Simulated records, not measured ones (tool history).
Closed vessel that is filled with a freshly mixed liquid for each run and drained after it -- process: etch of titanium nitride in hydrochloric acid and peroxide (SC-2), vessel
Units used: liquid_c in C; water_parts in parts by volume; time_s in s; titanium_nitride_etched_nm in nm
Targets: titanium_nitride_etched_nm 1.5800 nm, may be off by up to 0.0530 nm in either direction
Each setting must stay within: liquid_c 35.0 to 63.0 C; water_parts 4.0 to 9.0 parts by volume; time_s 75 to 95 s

{"run": 1, "day": 0.0, "liquid_c": 47.0, "water_parts": 5.0, "time_s": 95, "titanium_nitride_etched_nm": 2.3726}
{"run": 2, "day": 0.238, "liquid_c": 53.0, "water_parts": 5.0, "time_s": 95, "titanium_nitride_etched_nm": 3.5343}
{"run": 3, "day": 0.521, "liquid_c": 50.0, "water_parts": 5.0, "time_s": 95, "titanium_nitride_etched_nm": 2.8868}
{"run": 4, "day": 0.829, "liquid_c": 48.0, "water_parts": 5.0, "time_s": 95, "titanium_nitride_etched_nm": 2.5826}
{"run": 5, "day": 1.138, "liquid_c": 46.0, "water_parts": 5.0, "time_s": 95, "titanium_nitride_etched_nm": 2.1913}
{"run": 6, "day": 1.346, "liquid_c": 45.0, "water_parts": 5.0, "time_s": 95, "titanium_nitride_etched_nm": 2.0507}
{"run": 7, "day": 1.729, "liquid_c": 44.0, "water_parts": 5.0, "time_s": 95, "titanium_nitride_etched_nm": 1.9139}
{"run": 8, "day": 1.842, "liquid_c": 43.5, "water_parts": 5.0, "time_s": 95, "titanium_nitride_etched_nm": 1.8317}
{"run": 9, "day": 2.15, "liquid_c": 43.0, "water_parts": 5.0, "time_s": 95, "titanium_nitride_etched_nm": 1.7849}
{"run": 10, "day": 2.275, "liquid_c": 42.5, "water_parts": 5.0, "time_s": 95, "titanium_nitride_etched_nm": 1.726}
{"run": 11, "day": 2.488, "liquid_c": 42.0, "water_parts": 5.0, "time_s": 95, "titanium_nitride_etched_nm": 1.6493}

4 candidate next runs follow, results not yet known. Just one meets every target within its allowed miss. Identify it.
{"run": "A", "day": 2.7, "liquid_c": 49.0, "water_parts": 6.5, "time_s": 75, "titanium_nitride_etched_nm": "?"}
{"run": "B", "day": 2.7, "liquid_c": 41.0, "water_parts": 4.5, "time_s": 95, "titanium_nitride_etched_nm": "?"}
{"run": "C", "day": 2.7, "liquid_c": 41.0, "water_parts": 4.0, "time_s": 90, "titanium_nitride_etched_nm": "?"}
{"run": "D", "day": 2.7, "liquid_c": 42.5, "water_parts": 4.5, "time_s": 80, "titanium_nitride_etched_nm": "?"}

move=A titanium_nitride_etched_nm=1.7598
move=B titanium_nitride_etched_nm=1.6811
move=C titanium_nitride_etched_nm=1.7254
move=D titanium_nitride_etched_nm=1.5729
A: further off than the last run
B: further off than the last run
C: further off than the last run
D: hits every target within its allowed miss
Move D is the one to make.
